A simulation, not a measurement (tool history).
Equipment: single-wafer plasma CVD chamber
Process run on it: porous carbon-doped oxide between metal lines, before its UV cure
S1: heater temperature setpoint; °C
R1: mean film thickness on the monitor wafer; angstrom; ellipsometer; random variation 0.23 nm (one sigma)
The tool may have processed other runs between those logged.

Run 1, hour 0.0: S1 310 °C, RF power (kW) 0.415, deposition time (s) 24. Result: R1 1040.20 angstrom.
Run 2, hour 0.8: S1 317 °C, RF power (kW) 0.415, deposition time (s) 24. Result: R1 1000.00 angstrom.
Run 3, hour 2.1: S1 317 °C, RF power (kW) 0.415, deposition time (s) 23. Result: R1 964.67 angstrom.
Run 4, hour 7.2: S1 319 °C, RF power (kW) 0.410, deposition time (s) 23. Result: R1 941.53 angstrom.
Run 5, hour 8.2: S1 321 °C, RF power (kW) 0.410, deposition time (s) 23. Result: R1 927.58 angstrom.
Run 6, hour 9.4: S1 322 °C, RF power (kW) 0.410, deposition time (s) 23. Result: R1 920.53 angstrom.

Expected results for the next run?
Run 7, hour 18.1: S1 323 °C, RF power (kW) 0.410, deposition time (s) 23. Result: R1 ?.

R1: 921.14 angstrom
